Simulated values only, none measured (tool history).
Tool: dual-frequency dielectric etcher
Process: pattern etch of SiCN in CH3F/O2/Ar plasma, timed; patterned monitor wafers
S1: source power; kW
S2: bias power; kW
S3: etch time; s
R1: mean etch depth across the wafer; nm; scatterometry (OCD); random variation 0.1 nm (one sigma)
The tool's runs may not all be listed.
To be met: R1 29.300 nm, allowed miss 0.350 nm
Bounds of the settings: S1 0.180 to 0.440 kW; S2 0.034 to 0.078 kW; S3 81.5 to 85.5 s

run 1 day=0.000 | S1=0.310 S2=0.056 S3=81.5 | R1=25.172
run 2 day=0.146 | S1=0.370 S2=0.056 S3=81.5 | R1=27.789
run 3 day=0.221 | S1=0.330 S2=0.056 S3=81.5 | R1=26.231
run 4 day=0.517 | S1=0.340 S2=0.056 S3=81.5 | R1=26.555
run 5 day=0.842 | S1=0.350 S2=0.056 S3=81.5 | R1=26.950
run 6 day=1.158 | S1=0.360 S2=0.056 S3=81.5 | R1=27.481
run 7 day=1.338 | S1=0.370 S2=0.056 S3=81.5 | R1=27.802
run 8 day=1.683 | S1=0.420 S2=0.057 S3=81.5 | R1=29.949

Which of these 5 next moves meets every target?
run A day=2.029 | S1=0.420 S2=0.057 S3=85.0 | R1=?
run B day=2.029 | S1=0.350 S2=0.062 S3=85.0 | R1=?
run C day=2.029 | S1=0.400 S2=0.063 S3=82.0 | R1=?
run D day=2.029 | S1=0.430 S2=0.055 S3=81.5 | R1=?
run E day=2.029 | S1=0.440 S2=0.052 S3=82.5 | R1=?

move=A R1=31.496
move=B R1=29.408
move=C R1=30.632
move=D R1=30.213
move=E R1=30.394
A: further off than the last run
B: meets every target
C: further off than the last run
D: further off than the last run
E: further off than the last run
Move B is the one to make.
